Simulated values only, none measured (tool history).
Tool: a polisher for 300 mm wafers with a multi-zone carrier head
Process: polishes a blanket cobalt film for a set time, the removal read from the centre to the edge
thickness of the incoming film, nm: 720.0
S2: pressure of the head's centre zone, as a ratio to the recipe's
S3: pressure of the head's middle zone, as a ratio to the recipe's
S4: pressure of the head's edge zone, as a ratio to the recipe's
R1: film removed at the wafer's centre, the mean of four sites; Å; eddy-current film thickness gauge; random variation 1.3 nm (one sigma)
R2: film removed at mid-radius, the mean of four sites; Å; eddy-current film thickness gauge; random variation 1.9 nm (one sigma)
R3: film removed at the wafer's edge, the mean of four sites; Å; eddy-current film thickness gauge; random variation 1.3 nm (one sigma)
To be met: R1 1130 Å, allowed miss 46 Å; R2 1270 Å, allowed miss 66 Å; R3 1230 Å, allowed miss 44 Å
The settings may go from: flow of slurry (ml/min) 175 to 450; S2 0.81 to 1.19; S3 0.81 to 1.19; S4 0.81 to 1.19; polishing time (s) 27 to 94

run 1 hour=0 | flow_of_slurry_(ml/min)=290 S2=1 S3=1 S4=1 polishing_time_(s)=60 | R1=2017 R2=2023.8 R3=1814.5
run 2 hour=7.5 | flow_of_slurry_(ml/min)=290 S2=1 S3=1 S4=0.95 polishing_time_(s)=60 | R1=2007.9 R2=2009.5 R3=1823.5
run 3 hour=9.2 | flow_of_slurry_(ml/min)=290 S2=1.07 S3=1 S4=0.95 polishing_time_(s)=60 | R1=2151.1 R2=1978 R3=1795
run 4 hour=13.1 | flow_of_slurry_(ml/min)=290 S2=1.07 S3=1 S4=1.03 polishing_time_(s)=60 | R1=2174.4 R2=2014.5 R3=1860.6
-- hour=20.7 edge zone pressure recalibrated
run 5 hour=20.7 | flow_of_slurry_(ml/min)=290 S2=1.15 S3=1 S4=1.03 polishing_time_(s)=60 | R1=2278 R2=2010.9 R3=1959.1
run 6 hour=26.7 | flow_of_slurry_(ml/min)=220 S2=1.15 S3=1 S4=1.03 polishing_time_(s)=60 | R1=2220 R2=1981 R3=1940.1
run 7 hour=32.4 | flow_of_slurry_(ml/min)=215 S2=1.1 S3=0.99 S4=1.05 polishing_time_(s)=56 | R1=1934.5 R2=1802.9 R3=1815.6
run 8 hour=39.1 | flow_of_slurry_(ml/min)=215 S2=1.06 S3=0.99 S4=1.04 polishing_time_(s)=53 | R1=1836.6 R2=1679.7 R3=1691.3
run 9 hour=43.1 | flow_of_slurry_(ml/min)=210 S2=1.02 S3=1 S4=1.06 polishing_time_(s)=50 | R1=1674.6 R2=1610.6 R3=1599.7
run 10 hour=46.8 | flow_of_slurry_(ml/min)=205 S2=0.99 S3=1.01 S4=1.07 polishing_time_(s)=48 | R1=1557.1 R2=1503.6 R3=1551.7
run 11 hour=52.7 | flow_of_slurry_(ml/min)=205 S2=0.96 S3=1.03 S4=1.06 polishing_time_(s)=46 | R1=1427.1 R2=1476.4 R3=1479.1
run 12 hour=55.1 | flow_of_slurry_(ml/min)=205 S2=0.86 S3=0.98 S4=0.96 polishing_time_(s)=38 | R1=1099.6 R2=1182.1 R3=1180.1
run 13 hour=56.5 | flow_of_slurry_(ml/min)=210 S2=0.86 S3=0.99 S4=0.97 polishing_time_(s)=38 | R1=1059.1 R2=1211 R3=1169
run 14 hour=59.6 | flow_of_slurry_(ml/min)=210 S2=0.87 S3=0.99 S4=0.98 polishing_time_(s)=38 | R1=1094.6 R2=1210.8 R3=1186.8

5 next moves are on the table. One of them brings every result within its allowed miss. Which?
run A hour=62.7 | flow_of_slurry_(ml/min)=175 S2=0.86 S3=0.88 S4=1.14 polishing_time_(s)=39 | R1=? R2=? R3=?
run B hour=62.7 | flow_of_slurry_(ml/min)=205 S2=0.9 S3=1.03 S4=1.02 polishing_time_(s)=39 | R1=? R2=? R3=?
run C hour=62.7 | flow_of_slurry_(ml/min)=240 S2=0.81 S3=1.15 S4=1.03 polishing_time_(s)=38 | R1=? R2=? R3=?
run D hour=62.7 | flow_of_slurry_(ml/min)=250 S2=0.87 S3=1.12 S4=0.87 polishing_time_(s)=36 | R1=? R2=? R3=?
run E hour=62.7 | flow_of_slurry_(ml/min)=250 S2=0.98 S3=1.01 S4=0.84 polishing_time_(s)=39 | R1=? R2=? R3=?

move=A R1=1067.9 R2=1120.9 R3=1264.3
move=B R1=1147.5 R2=1272.5 R3=1219.9
move=C R1=1052.6 R2=1364.8 R3=1214.3
move=D R1=1064.6 R2=1277.6 R3=1067.3
move=E R1=1274.4 R2=1294.1 R3=1139.4
A: brings the result that was furthest off to its target, and leaves another outside
B: meets every target
C: brings the result that was furthest off to its target, and leaves another outside
D: further off than the last run
E: further off than the last run
Move B is the one to make.
